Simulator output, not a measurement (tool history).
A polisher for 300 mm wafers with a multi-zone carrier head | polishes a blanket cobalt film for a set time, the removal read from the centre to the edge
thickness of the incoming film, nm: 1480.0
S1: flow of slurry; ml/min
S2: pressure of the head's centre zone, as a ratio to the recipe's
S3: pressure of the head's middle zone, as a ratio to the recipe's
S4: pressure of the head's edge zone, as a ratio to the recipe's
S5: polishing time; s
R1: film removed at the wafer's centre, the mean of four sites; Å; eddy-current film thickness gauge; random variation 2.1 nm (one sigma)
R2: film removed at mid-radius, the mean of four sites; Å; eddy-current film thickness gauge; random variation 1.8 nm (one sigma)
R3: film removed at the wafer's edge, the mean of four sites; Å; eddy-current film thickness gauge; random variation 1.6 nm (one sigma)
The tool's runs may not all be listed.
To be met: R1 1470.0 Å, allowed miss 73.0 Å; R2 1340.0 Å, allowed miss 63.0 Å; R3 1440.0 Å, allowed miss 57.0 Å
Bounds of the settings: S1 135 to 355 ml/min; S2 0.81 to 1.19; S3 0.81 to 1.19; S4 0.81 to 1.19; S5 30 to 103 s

run    day   S1    S2    S3    S4  S5      R1      R2      R3
  1  0.000  225  1.00  1.00  1.00  66  1884.4  1890.5  1909.7
  2  0.271  225  1.00  1.00  0.92  66  1927.9  1876.5  1836.2
  3  0.354  225  1.00  1.00  0.84  66  1892.8  1947.6  1797.8
  4  0.546  225  1.00  1.00  0.81  66  1860.7  1905.6  1792.9
  5  0.617  225  1.00  1.00  0.81  66  1951.3  1981.4  1767.5
  6  0.642  225  1.00  1.00  0.81  59  1702.2  1711.5  1593.9
  7  0.750  220  0.99  0.97  0.82  57  1628.6  1564.4  1531.7
  8  1.125  215  0.98  0.95  0.82  56  1607.5  1554.6  1535.5
  9  1.450  215  0.98  0.94  0.83  55  1523.9  1521.5  1504.2
 10  1.517  215  0.99  0.92  0.84  54  1470.6  1451.6  1452.6
     1.858  -- worn pad replaced by a new one
 11  1.858  210  1.01  0.91  0.87  54  1673.4  1592.2  1599.5
 12  1.942  210  1.01  0.89  0.87  52  1651.0  1543.5  1566.9
 13  2.125  210  1.00  0.87  0.87  50  1544.9  1455.2  1533.1

4 next moves are on the table. One of them brings every result within its allowed miss. Which?
  A  2.308  230  1.10  0.85  0.83  50   ?   ?   ?
  B  2.308  170  0.87  0.87  0.93  54   ?   ?   ?
  C  2.308  210  1.05  0.93  0.82  45   ?   ?   ?
  D  2.308  230  1.00  0.88  0.89  47   ?   ?   ?

move      R1      R2      R3
   A  1679.4  1422.0  1484.8
   B  1419.5  1490.5  1611.6
   C  1434.3  1361.0  1316.1
   D  1460.6  1375.9  1431.2
A: further off than the last run
B: further off than the last run
C: brings the result that was furthest off to its target, and leaves another outside
D: meets every target
Move D is the one to make.

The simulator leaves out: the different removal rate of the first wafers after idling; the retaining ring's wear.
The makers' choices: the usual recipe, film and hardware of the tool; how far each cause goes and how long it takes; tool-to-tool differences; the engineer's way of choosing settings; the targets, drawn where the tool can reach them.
